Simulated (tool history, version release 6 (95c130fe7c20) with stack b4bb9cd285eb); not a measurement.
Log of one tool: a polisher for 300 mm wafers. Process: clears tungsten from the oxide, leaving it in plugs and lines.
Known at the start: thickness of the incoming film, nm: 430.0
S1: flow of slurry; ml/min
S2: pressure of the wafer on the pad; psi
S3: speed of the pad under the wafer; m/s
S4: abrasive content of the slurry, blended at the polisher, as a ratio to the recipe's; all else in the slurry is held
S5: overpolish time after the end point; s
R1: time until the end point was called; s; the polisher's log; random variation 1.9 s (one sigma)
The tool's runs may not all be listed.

| run | day | S1 | S2 | S3 | S4 | S5 | R1 |
|---|---|---|---|---|---|---|---|
| 1 | 0.000 | 150 | 3.8 | 1.42 | 1.0 | 3 | 71.339 |
| 2 | 0.196 | 120 | 3.8 | 1.42 | 1.0 | 3 | 73.741 |
| 3 | 0.262 | 120 | 4.7 | 1.42 | 1.0 | 3 | 62.908 |
| 4 | 0.633 | 120 | 5.2 | 1.42 | 1.0 | 3 | 53.102 |
| 5 | 0.742 | 120 | 4.9 | 1.40 | 1.0 | 3 | 59.751 |
|  | 0.858 | worn pad replaced by a new one |
| 6 | 0.858 | 120 | 4.6 | 1.38 | 1.0 | 3 | 56.010 |

The next listed run, before its measurement:
| 7 | 1.000 | 120 | 4.2 | 1.42 | 1.0 | 3 | ? |

R1: 59.306 s
